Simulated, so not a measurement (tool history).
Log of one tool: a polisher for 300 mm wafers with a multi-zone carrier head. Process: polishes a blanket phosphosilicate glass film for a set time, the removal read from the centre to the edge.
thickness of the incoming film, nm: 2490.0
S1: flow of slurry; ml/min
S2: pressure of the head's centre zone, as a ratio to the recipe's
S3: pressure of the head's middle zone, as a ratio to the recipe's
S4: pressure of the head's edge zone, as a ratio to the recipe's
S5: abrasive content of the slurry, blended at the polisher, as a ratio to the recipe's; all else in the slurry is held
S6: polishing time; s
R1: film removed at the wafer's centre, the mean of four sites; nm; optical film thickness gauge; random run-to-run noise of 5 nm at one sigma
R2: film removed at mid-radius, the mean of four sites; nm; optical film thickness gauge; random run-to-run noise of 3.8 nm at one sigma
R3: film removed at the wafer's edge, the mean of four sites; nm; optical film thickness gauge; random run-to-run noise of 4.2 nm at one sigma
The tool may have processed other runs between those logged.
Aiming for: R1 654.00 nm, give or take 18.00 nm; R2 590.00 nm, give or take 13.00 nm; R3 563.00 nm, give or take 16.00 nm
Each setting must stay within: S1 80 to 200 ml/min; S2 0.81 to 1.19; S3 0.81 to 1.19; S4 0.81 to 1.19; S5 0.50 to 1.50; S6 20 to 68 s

{"run": 1, "hour": 0.0, "S1": 130, "S2": 1.0, "S3": 1.0, "S4": 1.0, "S5": 1.0, "S6": 44, "R1": 538.89, "R2": 546.33, "R3": 536.04}
{"run": 2, "hour": 6.4, "S1": 110, "S2": 1.0, "S3": 1.0, "S4": 1.0, "S5": 1.0, "S6": 44, "R1": 526.59, "R2": 528.68, "R3": 528.04}
{"run": 3, "hour": 7.3, "S1": 110, "S2": 1.0, "S3": 1.0, "S4": 1.0, "S5": 1.0, "S6": 51, "R1": 603.08, "R2": 611.74, "R3": 599.53}
{"run": 4, "hour": 8.2, "S1": 85, "S2": 1.0, "S3": 1.0, "S4": 1.0, "S5": 1.0, "S6": 51, "R1": 566.7, "R2": 589.68, "R3": 588.29}
{"run": 5, "hour": 11.9, "S1": 85, "S2": 1.0, "S3": 1.0, "S4": 1.0, "S5": 1.15, "S6": 51, "R1": 618.25, "R2": 625.29, "R3": 631.02}
{"run": 6, "hour": 17.4, "S1": 85, "S2": 1.0, "S3": 1.0, "S4": 1.0, "S5": 1.15, "S6": 57, "R1": 690.61, "R2": 710.56, "R3": 704.23}
{"run": 7, "hour": 25.6, "S1": 85, "S2": 1.0, "S3": 1.0, "S4": 1.0, "S5": 1.15, "S6": 57, "R1": 694.55, "R2": 710.09, "R3": 713.98}
{"run": 8, "hour": 29.8, "S1": 105, "S2": 1.08, "S3": 0.94, "S4": 0.9, "S5": 0.9, "S6": 57, "R1": 678.3, "R2": 622.31, "R3": 598.68}
{"run": 9, "hour": 34.8, "S1": 100, "S2": 1.08, "S3": 0.94, "S4": 0.89, "S5": 0.9, "S6": 57, "R1": 673.25, "R2": 617.98, "R3": 595.43}
{"run": 10, "hour": 43.6, "S1": 100, "S2": 1.08, "S3": 0.94, "S4": 0.88, "S5": 0.9, "S6": 57, "R1": 668.55, "R2": 614.41, "R3": 596.43}
{"run": 11, "hour": 51.1, "S1": 100, "S2": 1.08, "S3": 0.94, "S4": 0.87, "S5": 0.9, "S6": 57, "R1": 671.72, "R2": 610.92, "R3": 589.49}

Which of these 4 next moves meets every target?
{"run": "A", "hour": 58.6, "S1": 85, "S2": 1.09, "S3": 0.91, "S4": 0.88, "S5": 0.95, "S6": 59, "R1": "?", "R2": "?", "R3": "?"}
{"run": "B", "hour": 58.6, "S1": 80, "S2": 0.99, "S3": 0.83, "S4": 0.94, "S5": 0.8, "S6": 63, "R1": "?", "R2": "?", "R3": "?"}
{"run": "C", "hour": 58.6, "S1": 100, "S2": 1.15, "S3": 0.86, "S4": 0.86, "S5": 0.8, "S6": 59, "R1": "?", "R2": "?", "R3": "?"}
{"run": "D", "hour": 58.6, "S1": 105, "S2": 1.16, "S3": 1.07, "S4": 1.01, "S5": 1.15, "S6": 44, "R1": "?", "R2": "?", "R3": "?"}

move=A R1=707.86 R2=622.77 R3=621.21
move=B R1=609.45 R2=562.98 R3=611.27
move=C R1=693.60 R2=558.01 R3=563.81
move=D R1=648.07 R2=584.54 R3=559.19
A: further off than the last run
B: further off than the last run
C: brings the last run's worst result on target, with another outside its allowed miss
D: all results land within tolerance of their targets
Move D is the one to make.
